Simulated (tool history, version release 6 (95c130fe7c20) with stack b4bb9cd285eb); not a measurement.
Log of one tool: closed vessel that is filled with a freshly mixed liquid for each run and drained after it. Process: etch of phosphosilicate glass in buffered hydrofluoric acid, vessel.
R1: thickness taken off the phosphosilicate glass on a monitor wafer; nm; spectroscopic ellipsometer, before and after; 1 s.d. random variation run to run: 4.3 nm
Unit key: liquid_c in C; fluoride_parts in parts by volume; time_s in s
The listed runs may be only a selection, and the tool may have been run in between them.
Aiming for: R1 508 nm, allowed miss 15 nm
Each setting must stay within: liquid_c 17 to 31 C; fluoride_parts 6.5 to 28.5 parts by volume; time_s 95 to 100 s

run 1 hour=0 | liquid_c=23 fluoride_parts=17.5 time_s=95 | R1=288.48
run 2 hour=6.4 | liquid_c=25.5 fluoride_parts=16.5 time_s=95 | R1=349.67
run 3 hour=7.4 | liquid_c=22.5 fluoride_parts=16.5 time_s=95 | R1=294.98
run 4 hour=8.3 | liquid_c=21 fluoride_parts=16.5 time_s=95 | R1=270.62
run 5 hour=14.4 | liquid_c=21 fluoride_parts=19 time_s=95 | R1=237.26
run 6 hour=21.3 | liquid_c=24 fluoride_parts=17.5 time_s=95 | R1=298.8
run 7 hour=28.2 | liquid_c=24 fluoride_parts=17.5 time_s=95 | R1=298.07
run 8 hour=29.4 | liquid_c=26 fluoride_parts=16.5 time_s=95 | R1=354.24
run 9 hour=35 | liquid_c=27.5 fluoride_parts=16 time_s=95 | R1=396.27
run 10 hour=36.9 | liquid_c=27.5 fluoride_parts=16 time_s=95 | R1=397.08
run 11 hour=38.9 | liquid_c=28.5 fluoride_parts=15.5 time_s=95 | R1=431.01
run 12 hour=47.2 | liquid_c=29.5 fluoride_parts=15.5 time_s=95 | R1=458.75
run 13 hour=48.1 | liquid_c=30 fluoride_parts=15.5 time_s=95 | R1=467.62
run 14 hour=53.4 | liquid_c=30.5 fluoride_parts=15.5 time_s=95 | R1=481.4

4 next moves are on the table. One of them brings every result within its allowed miss. Which?
run A hour=58.7 | liquid_c=30 fluoride_parts=14 time_s=100 | R1=?
run B hour=58.7 | liquid_c=29.5 fluoride_parts=14.5 time_s=100 | R1=?
run C hour=58.7 | liquid_c=28 fluoride_parts=13.5 time_s=95 | R1=?
run D hour=58.7 | liquid_c=30 fluoride_parts=13.5 time_s=95 | R1=?

move=A R1=542.9
move=B R1=510.93
move=C R1=480.82
move=D R1=534.44
A: takes the result that was furthest off past its target
B: all results in spec
C: about as far from the targets as the last run
D: takes the result that was furthest off past its target
Move B is the one to make.
